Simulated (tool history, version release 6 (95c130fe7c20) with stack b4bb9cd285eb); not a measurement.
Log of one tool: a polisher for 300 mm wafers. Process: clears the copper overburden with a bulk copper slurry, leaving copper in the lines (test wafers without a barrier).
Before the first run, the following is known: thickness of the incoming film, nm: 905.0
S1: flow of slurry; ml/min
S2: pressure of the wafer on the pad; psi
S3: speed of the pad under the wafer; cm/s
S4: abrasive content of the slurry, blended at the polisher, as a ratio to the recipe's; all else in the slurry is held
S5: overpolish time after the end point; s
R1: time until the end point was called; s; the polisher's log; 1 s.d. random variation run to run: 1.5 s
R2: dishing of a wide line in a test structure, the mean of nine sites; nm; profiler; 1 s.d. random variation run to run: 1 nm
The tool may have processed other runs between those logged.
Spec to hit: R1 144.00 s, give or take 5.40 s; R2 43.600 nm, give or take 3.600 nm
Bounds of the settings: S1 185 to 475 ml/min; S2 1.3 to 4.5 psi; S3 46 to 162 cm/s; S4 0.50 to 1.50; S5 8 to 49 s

run  hour   S1   S2   S3    S4  S5      R1      R2
  1   0.0  305  2.9  104  1.00  25  105.00  50.875
  2   6.1  305  2.9  104  1.00  19  102.28  48.487
  3  13.9  305  2.7  104  1.00  19  109.67  45.894
  4  15.5  305  2.5  104  1.00  21  118.10  45.943
  5  22.7  305  2.4  104  1.00  22  124.85  44.489
  6  30.6  305  2.3  104  1.00  23  128.23  46.573
  7  31.2  305  2.2  104  1.00  22  134.71  43.139
  8  35.1  305  2.2  104  1.00  23  133.23  44.662

Which one of the following 5 next-run settings gets every result inside its allowed miss? There is exactly one.
  A  39.0  275  2.2   98  0.90  22   ?   ?
  B  39.0  220  2.7   78  1.15  21   ?   ?
  C  39.0  280  2.7   74  0.90  41   ?   ?
  D  39.0  315  2.8   78  0.95  49   ?   ?
  E  39.0  410  2.0  112  1.10  14   ?   ?

move      R1      R2
   A  142.55  42.659
   B  131.98  43.813
   C  141.79  50.223
   D  129.72  51.590
   E  132.16  36.119
A: all results in spec
B: lands further from the targets than the last run did
C: corrects the largest miss of the last run, while another result sits out of spec
D: lands further from the targets than the last run did
E: lands further from the targets than the last run did
Answer: A
